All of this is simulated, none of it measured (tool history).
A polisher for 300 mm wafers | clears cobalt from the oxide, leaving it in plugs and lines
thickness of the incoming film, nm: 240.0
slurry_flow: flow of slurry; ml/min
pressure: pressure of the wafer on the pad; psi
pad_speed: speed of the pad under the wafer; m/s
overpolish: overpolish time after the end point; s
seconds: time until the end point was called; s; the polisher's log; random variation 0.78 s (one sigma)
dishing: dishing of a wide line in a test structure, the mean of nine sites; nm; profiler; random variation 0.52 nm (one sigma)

{"run": 1, "day": 0.0, "slurry_flow": 195, "pressure": 1.7, "pad_speed": 0.86, "overpolish": 25, "seconds": 60.508, "dishing": 53.695}
{"run": 2, "day": 0.275, "slurry_flow": 195, "pressure": 1.9, "pad_speed": 0.86, "overpolish": 25, "seconds": 55.57, "dishing": 53.534}
{"run": 3, "day": 0.325, "slurry_flow": 190, "pressure": 2, "pad_speed": 0.82, "overpolish": 22, "seconds": 55.598, "dishing": 51.819}
{"run": 4, "day": 0.55, "slurry_flow": 205, "pressure": 2.1, "pad_speed": 0.78, "overpolish": 20, "seconds": 51.994, "dishing": 49.467}
{"run": 5, "day": 0.629, "slurry_flow": 205, "pressure": 2.5, "pad_speed": 0.78, "overpolish": 20, "seconds": 45.652, "dishing": 54.128}
{"run": 6, "day": 0.742, "slurry_flow": 205, "pressure": 2.7, "pad_speed": 0.78, "overpolish": 20, "seconds": 43.241, "dishing": 55.189}
{"run": 7, "day": 0.867, "slurry_flow": 220, "pressure": 2.5, "pad_speed": 0.8, "overpolish": 18, "seconds": 44.459, "dishing": 53.472}
{"run": 8, "day": 1.108, "slurry_flow": 205, "pressure": 2.5, "pad_speed": 0.78, "overpolish": 16, "seconds": 46.673, "dishing": 49.44}
{"run": 9, "day": 1.329, "slurry_flow": 190, "pressure": 2.5, "pad_speed": 0.78, "overpolish": 15, "seconds": 46.334, "dishing": 46.169}
{"run": 10, "day": 1.683, "slurry_flow": 180, "pressure": 2.5, "pad_speed": 0.78, "overpolish": 14, "seconds": 47.848, "dishing": 45.001}
{"run": 11, "day": 1.883, "slurry_flow": 170, "pressure": 2.5, "pad_speed": 0.78, "overpolish": 13, "seconds": 48.045, "dishing": 42.675}
{"run": 12, "day": 1.975, "slurry_flow": 160, "pressure": 2.5, "pad_speed": 0.78, "overpolish": 12, "seconds": 46.198, "dishing": 40.461}
{"run": 13, "day": 2.279, "slurry_flow": 155, "pressure": 2.5, "pad_speed": 0.78, "overpolish": 11, "seconds": 48.926, "dishing": 38.313}
{"day": 2.308, "done": "slurry nozzle cleaned"}
{"run": 14, "day": 2.308, "slurry_flow": 150, "pressure": 2.5, "pad_speed": 0.78, "overpolish": 11, "seconds": 46.206, "dishing": 39.936}
{"run": 15, "day": 2.588, "slurry_flow": 145, "pressure": 2.5, "pad_speed": 0.78, "overpolish": 11, "seconds": 48.092, "dishing": 39.506}
{"run": 16, "day": 2.804, "slurry_flow": 140, "pressure": 2.5, "pad_speed": 0.8, "overpolish": 11, "seconds": 46.661, "dishing": 39.089}
{"run": 17, "day": 3.088, "slurry_flow": 135, "pressure": 2.5, "pad_speed": 0.8, "overpolish": 11, "seconds": 46.664, "dishing": 39.667}
{"run": 18, "day": 3.354, "slurry_flow": 130, "pressure": 2.5, "pad_speed": 0.78, "overpolish": 11, "seconds": 49.018, "dishing": 38.64}

Run 19 comes next. What will it give?
{"run": 19, "day": 3.412, "slurry_flow": 130, "pressure": 2.4, "pad_speed": 0.82, "overpolish": 11, "seconds": "?", "dishing": "?"}

Run 19 gave seconds 48.691 s, dishing 38.583 nm.
